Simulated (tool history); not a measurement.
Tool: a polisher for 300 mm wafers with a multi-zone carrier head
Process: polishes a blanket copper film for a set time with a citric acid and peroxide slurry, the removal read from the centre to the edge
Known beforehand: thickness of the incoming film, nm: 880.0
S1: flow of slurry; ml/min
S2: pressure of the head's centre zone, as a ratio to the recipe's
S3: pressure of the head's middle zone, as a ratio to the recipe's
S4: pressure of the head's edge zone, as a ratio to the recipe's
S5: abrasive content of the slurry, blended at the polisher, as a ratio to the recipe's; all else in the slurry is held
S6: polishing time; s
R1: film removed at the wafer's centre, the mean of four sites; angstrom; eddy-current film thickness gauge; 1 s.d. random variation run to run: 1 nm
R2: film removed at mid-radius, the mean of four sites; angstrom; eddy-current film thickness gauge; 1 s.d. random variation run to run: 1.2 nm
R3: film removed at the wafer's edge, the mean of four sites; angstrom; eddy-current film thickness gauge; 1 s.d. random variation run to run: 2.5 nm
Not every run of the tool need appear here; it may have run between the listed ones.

run,day,S1,S2,S3,S4,S5,S6,R1,R2,R3
1,0,225,1,1,1,1,84,1982,1949.9,1917.1
2,0.175,215,0.96,0.98,1.01,0.9,83,1820.6,1862,1903.8
3,0.258,210,0.94,0.95,0.99,0.8,82,1665,1683.4,1767.2
4,0.417,200,0.91,0.93,0.98,0.8,82,1619.1,1666.1,1741.3
5,0.642,195,0.89,0.92,0.99,0.75,82,1528.3,1637.3,1698.9
6,0.912,190,0.88,0.9,1.01,0.75,82,1530.7,1582.8,1727.8
7,0.938,185,0.87,0.89,1.02,0.7,82,1434.9,1548.9,1662.1
8,1.117,180,0.86,0.88,1.03,0.7,82,1433.7,1519.2,1708.6
9,1.296,175,0.85,0.87,1.03,0.7,82,1411.8,1494.6,1672.9

Predict the results of run 10:
10,1.654,170,0.84,0.87,1.04,0.7,82,?,?,?

{"run 10": {"R1": 1399.5, "R2": 1507.9, "R3": 1683.5}}

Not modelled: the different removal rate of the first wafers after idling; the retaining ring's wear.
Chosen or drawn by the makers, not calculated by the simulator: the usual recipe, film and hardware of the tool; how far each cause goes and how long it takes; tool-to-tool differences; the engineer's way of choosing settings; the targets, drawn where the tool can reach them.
